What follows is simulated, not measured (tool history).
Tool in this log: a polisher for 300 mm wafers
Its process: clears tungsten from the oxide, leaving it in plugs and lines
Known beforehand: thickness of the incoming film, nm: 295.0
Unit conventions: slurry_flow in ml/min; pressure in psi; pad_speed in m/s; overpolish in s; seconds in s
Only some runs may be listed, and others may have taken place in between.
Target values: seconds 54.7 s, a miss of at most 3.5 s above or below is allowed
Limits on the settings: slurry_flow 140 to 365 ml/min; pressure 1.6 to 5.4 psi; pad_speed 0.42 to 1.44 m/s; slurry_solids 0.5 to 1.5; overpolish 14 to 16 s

| run | hour | slurry_flow | pressure | pad_speed | slurry_solids | overpolish | seconds |
|---|---|---|---|---|---|---|---|
| 1 | 0 | 235 | 3.5 | 0.92 | 1 | 14 | 67.079 |
| 2 | 7.2 | 235 | 3.5 | 0.92 | 1.15 | 14 | 65.491 |
| 3 | 15 | 235 | 3.6 | 0.92 | 1.15 | 14 | 66.083 |
| 4 | 19.1 | 290 | 3.6 | 0.92 | 1.15 | 14 | 63.731 |
| 5 | 25.1 | 290 | 3.7 | 0.92 | 1.15 | 14 | 62.247 |
| 6 | 33.3 | 290 | 3.8 | 0.92 | 1.15 | 14 | 61.323 |
| 7 | 35.9 | 290 | 3.8 | 0.92 | 1.15 | 14 | 62.442 |
| 8 | 41.6 | 290 | 3.9 | 0.92 | 1.15 | 14 | 58.251 |

Pick the move, out of 5, that brings all results within their allowed miss; only one does.
| A | 47.3 | 295 | 3.8 | 1.04 | 1.1 | 16 | ? |
| B | 47.3 | 290 | 3.2 | 1 | 1.35 | 14 | ? |
| C | 47.3 | 270 | 4 | 1.1 | 1.2 | 16 | ? |
| D | 47.3 | 305 | 4.2 | 0.8 | 1.2 | 14 | ? |
| E | 47.3 | 315 | 4 | 1.14 | 1.15 | 14 | ? |

| move | seconds |
|---|---|
| A | 52.899 |
| B | 60.815 |
| C | 47.103 |
| D | 60.702 |
| E | 45.379 |
A: in spec on every target
B: its largest miss is bigger than the last run's
C: takes the biggest miss from the last run beyond its target
D: its largest miss is bigger than the last run's
E: takes the biggest miss from the last run beyond its target
A is the move that brings every result within its allowed miss.
